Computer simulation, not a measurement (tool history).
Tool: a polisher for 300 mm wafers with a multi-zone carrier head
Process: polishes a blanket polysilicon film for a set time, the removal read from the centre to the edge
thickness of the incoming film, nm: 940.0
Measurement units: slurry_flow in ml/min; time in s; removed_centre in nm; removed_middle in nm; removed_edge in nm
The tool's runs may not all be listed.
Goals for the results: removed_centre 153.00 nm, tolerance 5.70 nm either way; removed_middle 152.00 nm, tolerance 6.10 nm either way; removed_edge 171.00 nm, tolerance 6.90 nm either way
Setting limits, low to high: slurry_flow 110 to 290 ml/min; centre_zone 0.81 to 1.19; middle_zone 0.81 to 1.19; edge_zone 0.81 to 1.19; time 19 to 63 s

run 1 day=0.000 | slurry_flow=185 centre_zone=1.00 middle_zone=1.00 edge_zone=1.00 time=41 | removed_centre=226.21 removed_middle=228.69 removed_edge=222.73
run 2 day=0.042 | slurry_flow=185 centre_zone=1.00 middle_zone=1.00 edge_zone=0.94 time=41 | removed_centre=230.12 removed_middle=227.26 removed_edge=215.17
run 3 day=0.142 | slurry_flow=185 centre_zone=1.00 middle_zone=1.00 edge_zone=0.94 time=36 | removed_centre=201.62 removed_middle=197.29 removed_edge=197.22
run 4 day=0.362 | slurry_flow=140 centre_zone=1.00 middle_zone=1.00 edge_zone=0.94 time=36 | removed_centre=189.19 removed_middle=189.28 removed_edge=182.93
run 5 day=0.408 | slurry_flow=135 centre_zone=0.98 middle_zone=0.97 edge_zone=0.94 time=36 | removed_centre=181.88 removed_middle=178.38 removed_edge=184.05
run 6 day=0.596 | slurry_flow=130 centre_zone=0.97 middle_zone=0.96 edge_zone=0.93 time=36 | removed_centre=180.94 removed_middle=178.31 removed_edge=179.86
run 7 day=0.938 | slurry_flow=125 centre_zone=0.95 middle_zone=0.94 edge_zone=0.93 time=36 | removed_centre=175.06 removed_middle=173.91 removed_edge=179.44
run 8 day=0.983 | slurry_flow=125 centre_zone=0.94 middle_zone=0.92 edge_zone=0.93 time=36 | removed_centre=168.47 removed_middle=172.13 removed_edge=179.75
run 9 day=1.254 | slurry_flow=125 centre_zone=0.94 middle_zone=0.90 edge_zone=0.93 time=36 | removed_centre=169.90 removed_middle=169.85 removed_edge=177.54
run 10 day=1.588 | slurry_flow=110 centre_zone=0.87 middle_zone=0.81 edge_zone=0.98 time=34 | removed_centre=142.30 removed_middle=144.35 removed_edge=169.32
run 11 day=1.858 | slurry_flow=115 centre_zone=0.88 middle_zone=0.81 edge_zone=0.98 time=34 | removed_centre=147.00 removed_middle=142.67 removed_edge=171.34

Consider the 5 candidate settings below. Which is the only one whose results all fall within their allowed miss of target?
run A day=2.129 | slurry_flow=115 centre_zone=0.89 middle_zone=0.83 edge_zone=0.92 time=35 | removed_centre=? removed_middle=? removed_edge=?
run B day=2.129 | slurry_flow=120 centre_zone=0.97 middle_zone=0.81 edge_zone=1.13 time=32 | removed_centre=? removed_middle=? removed_edge=?
run C day=2.129 | slurry_flow=110 centre_zone=0.81 middle_zone=0.89 edge_zone=1.01 time=36 | removed_centre=? removed_middle=? removed_edge=?
run D day=2.129 | slurry_flow=110 centre_zone=0.83 middle_zone=0.87 edge_zone=0.97 time=34 | removed_centre=? removed_middle=? removed_edge=?
run E day=2.129 | slurry_flow=130 centre_zone=0.91 middle_zone=0.81 edge_zone=1.00 time=32 | removed_centre=? removed_middle=? removed_edge=?

move=A removed_centre=150.63 removed_middle=153.31 removed_edge=167.66
move=B removed_centre=152.38 removed_middle=139.36 removed_edge=170.99
move=C removed_centre=138.70 removed_middle=163.72 removed_edge=178.41
move=D removed_centre=134.24 removed_middle=152.04 removed_edge=165.30
move=E removed_centre=146.52 removed_middle=142.55 removed_edge=163.39
A: meets every target
B: misses by more than the last run did
C: pushes the last run's worst result past its target
D: brings the last run's worst result on target, with another outside its allowed miss
E: as far off as the last run
Correct choice: A, which meets every target
